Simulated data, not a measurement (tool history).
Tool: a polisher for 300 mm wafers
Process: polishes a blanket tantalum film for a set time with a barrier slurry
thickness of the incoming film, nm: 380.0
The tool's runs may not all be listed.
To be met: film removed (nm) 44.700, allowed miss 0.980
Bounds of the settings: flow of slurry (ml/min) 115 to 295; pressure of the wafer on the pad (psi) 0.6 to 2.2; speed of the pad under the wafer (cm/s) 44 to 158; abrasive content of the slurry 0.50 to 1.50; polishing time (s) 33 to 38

run  hour  flow of slurry (ml/min)  pressure of the wafer on the pad (psi)  speed of the pad under the wafer (cm/s)  abrasive content of the slurry  polishing time (s)  film removed (nm)
  1   0.0                      190                                     1.4                                      100                            1.00                  38             37.426
  2   5.7                      190                                     1.4                                      100                            0.85                  38             35.848
  3  11.8                      170                                     1.4                                      100                            0.85                  38             35.008
  4  20.8                      170                                     1.4                                      100                            0.85                  38             35.234
  5  22.6                      180                                     1.5                                      100                            0.85                  38             37.497
  6  30.9                      180                                     1.8                                      100                            0.85                  38             43.215
  7  36.2                      185                                     1.8                                      100                            0.85                  38             43.210
  8  39.1                      190                                     1.8                                      100                            0.85                  38             43.624
  9  48.0                      195                                     1.8                                      100                            0.85                  38             44.048

Which of these 4 next moves meets every target?
  A  56.9                      195                                     2.2                                       86                            0.85                  37                  ?
  B  56.9                      185                                     2.0                                       92                            0.80                  38                  ?
  C  56.9                      205                                     2.0                                       92                            0.95                  37                  ?
  D  56.9                      165                                     2.0                                       88                            1.25                  36                  ?

move  film removed (nm)
   A             43.536
   B             43.021
   C             44.717
   D             43.188
A: further off than the last run
B: further off than the last run
C: meets every target
D: further off than the last run
The right move is C.

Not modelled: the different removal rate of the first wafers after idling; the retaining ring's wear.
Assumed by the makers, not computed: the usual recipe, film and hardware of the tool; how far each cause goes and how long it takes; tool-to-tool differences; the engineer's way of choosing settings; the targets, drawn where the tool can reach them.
